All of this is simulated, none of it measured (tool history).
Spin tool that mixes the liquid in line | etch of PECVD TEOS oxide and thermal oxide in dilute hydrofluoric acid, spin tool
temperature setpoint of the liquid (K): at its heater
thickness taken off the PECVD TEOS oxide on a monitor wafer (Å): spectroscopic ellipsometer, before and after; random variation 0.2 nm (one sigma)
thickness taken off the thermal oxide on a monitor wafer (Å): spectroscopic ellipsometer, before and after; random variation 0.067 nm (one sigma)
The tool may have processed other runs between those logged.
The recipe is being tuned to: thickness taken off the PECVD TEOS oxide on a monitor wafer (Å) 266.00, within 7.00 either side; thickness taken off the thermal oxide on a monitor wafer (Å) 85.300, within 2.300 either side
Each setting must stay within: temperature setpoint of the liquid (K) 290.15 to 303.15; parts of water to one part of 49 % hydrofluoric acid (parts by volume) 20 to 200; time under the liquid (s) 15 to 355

| run | hour | temperature setpoint of the liquid (K) | parts of water to one part of 49 % hydrofluoric acid (parts by volume) | time under the liquid (s) | thickness taken off the PECVD TEOS oxide on a monitor wafer (Å) | thickness taken off the thermal oxide on a monitor wafer (Å) |
|---|---|---|---|---|---|---|
| 1 | 0.0 | 295.15 | 110 | 180 | 234.82 | 75.900 |
| 2 | 8.4 | 295.15 | 80 | 180 | 334.91 | 107.370 |
| 3 | 14.5 | 293.65 | 80 | 180 | 312.71 | 101.520 |
| 4 | 23.0 | 292.65 | 80 | 180 | 305.21 | 97.566 |
| 5 | 29.2 | 292.65 | 80 | 225 | 372.48 | 120.610 |
| 6 | 33.0 | 290.15 | 80 | 225 | 343.14 | 109.400 |
| 7 | 41.1 | 290.15 | 85 | 225 | 318.89 | 102.280 |
| 8 | 46.3 | 290.15 | 90 | 225 | 299.86 | 95.353 |
| 9 | 49.2 | 290.15 | 95 | 225 | 281.32 | 89.735 |

Consider the 5 candidate settings below. Which is the only one whose results all fall within their allowed miss of target?
| A | 52.1 | 296.65 | 135 | 225 | ? | ? |
| B | 52.1 | 292.65 | 135 | 285 | ? | ? |
| C | 52.1 | 290.15 | 100 | 210 | ? | ? |
| D | 52.1 | 291.15 | 110 | 260 | ? | ? |
| E | 52.1 | 292.65 | 105 | 245 | ? | ? |

| move | thickness taken off the PECVD TEOS oxide on a monitor wafer (Å) | thickness taken off the thermal oxide on a monitor wafer (Å) |
|---|---|---|
| A | 245.05 | 78.996 |
| B | 264.94 | 85.407 |
| C | 246.55 | 79.478 |
| D | 286.36 | 92.313 |
| E | 302.39 | 97.481 |
A: takes the result that was furthest off past its target
B: all results land within tolerance of their targets
C: takes the result that was furthest off past its target
D: moves away from the targets compared with the last run
E: moves away from the targets compared with the last run
So the answer is move B, the one that meets all the targets.
